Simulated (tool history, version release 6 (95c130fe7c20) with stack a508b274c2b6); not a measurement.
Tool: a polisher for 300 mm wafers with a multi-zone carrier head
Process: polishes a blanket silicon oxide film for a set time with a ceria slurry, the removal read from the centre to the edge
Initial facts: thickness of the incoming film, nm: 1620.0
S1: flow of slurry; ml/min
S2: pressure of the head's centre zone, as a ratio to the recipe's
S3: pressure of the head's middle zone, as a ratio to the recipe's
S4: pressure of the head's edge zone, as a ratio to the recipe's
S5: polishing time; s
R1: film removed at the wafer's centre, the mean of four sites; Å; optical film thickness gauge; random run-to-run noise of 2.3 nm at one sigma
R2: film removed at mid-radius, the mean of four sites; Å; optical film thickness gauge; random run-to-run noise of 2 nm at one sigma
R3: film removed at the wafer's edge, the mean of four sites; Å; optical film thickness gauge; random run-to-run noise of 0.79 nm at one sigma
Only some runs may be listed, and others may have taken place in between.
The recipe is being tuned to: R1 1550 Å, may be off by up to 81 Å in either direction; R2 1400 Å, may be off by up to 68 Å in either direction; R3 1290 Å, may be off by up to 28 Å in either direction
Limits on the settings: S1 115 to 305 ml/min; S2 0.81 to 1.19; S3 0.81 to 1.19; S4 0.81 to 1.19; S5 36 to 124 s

{"run": 1, "hour": 0.0, "S1": 195, "S2": 1, "S3": 1, "S4": 1, "S5": 79, "R1": 2315.7, "R2": 2325.8, "R3": 2377.4}
{"run": 2, "hour": 7.6, "S1": 190, "S2": 1.03, "S3": 1, "S4": 0.95, "S5": 68, "R1": 1972.6, "R2": 1984.1, "R3": 1982.6}
{"run": 3, "hour": 16.2, "S1": 200, "S2": 1.07, "S3": 1, "S4": 0.91, "S5": 61, "R1": 1890.5, "R2": 1775.8, "R3": 1764.3}
{"run": 4, "hour": 20.6, "S1": 195, "S2": 1.09, "S3": 1.01, "S4": 0.88, "S5": 56, "R1": 1824.6, "R2": 1676.7, "R3": 1597.4}
{"run": 5, "hour": 23.9, "S1": 185, "S2": 1.09, "S3": 1.01, "S4": 0.86, "S5": 53, "R1": 1667.6, "R2": 1564.5, "R3": 1477.1}
{"run": 6, "hour": 31.9, "S1": 230, "S2": 1.09, "S3": 1.01, "S4": 0.86, "S5": 53, "R1": 1722.6, "R2": 1556.4, "R3": 1507.8}
{"run": 7, "hour": 33.1, "S1": 190, "S2": 1.12, "S3": 1.02, "S4": 0.81, "S5": 42, "R1": 1384.4, "R2": 1240.4, "R3": 1138.8}
{"run": 8, "hour": 35.9, "S1": 245, "S2": 1.11, "S3": 1.04, "S4": 0.83, "S5": 42, "R1": 1418, "R2": 1326.6, "R3": 1189.1}
{"run": 9, "hour": 44.8, "S1": 245, "S2": 1.12, "S3": 1.04, "S4": 0.85, "S5": 42, "R1": 1444.9, "R2": 1284.6, "R3": 1197.7}
{"run": 10, "hour": 49.9, "S1": 245, "S2": 1.12, "S3": 1.05, "S4": 0.86, "S5": 43, "R1": 1466.4, "R2": 1351, "R3": 1225.7}
{"run": 11, "hour": 52.7, "S1": 245, "S2": 1.13, "S3": 1.05, "S4": 0.87, "S5": 43, "R1": 1482.9, "R2": 1331.5, "R3": 1245.6}

Exercise: of the 4 proposed moves below, exactly one satisfies all targets within the stated allowed misses. Which move is it?
{"run": "A", "hour": 55.5, "S1": 235, "S2": 1.09, "S3": 1.16, "S4": 0.86, "S5": 43, "R1": "?", "R2": "?", "R3": "?"}
{"run": "B", "hour": 55.5, "S1": 225, "S2": 1.14, "S3": 1.04, "S4": 0.84, "S5": 46, "R1": "?", "R2": "?", "R3": "?"}
{"run": "C", "hour": 55.5, "S1": 260, "S2": 1.19, "S3": 0.96, "S4": 0.84, "S5": 43, "R1": "?", "R2": "?", "R3": "?"}
{"run": "D", "hour": 55.5, "S1": 240, "S2": 1.11, "S3": 1, "S4": 0.96, "S5": 42, "R1": "?", "R2": "?", "R3": "?"}

move=A R1=1428.2 R2=1484.3 R3=1236
move=B R1=1586.7 R2=1437.4 R3=1305.6
move=C R1=1579.7 R2=1278.8 R3=1238.7
move=D R1=1423.5 R2=1280.4 R3=1271.8
A: further off than the last run
B: all results land within tolerance of their targets
C: further off than the last run
D: gets the furthest-off result to its target, but another result is out of tolerance
B is the move that brings every result within its allowed miss.
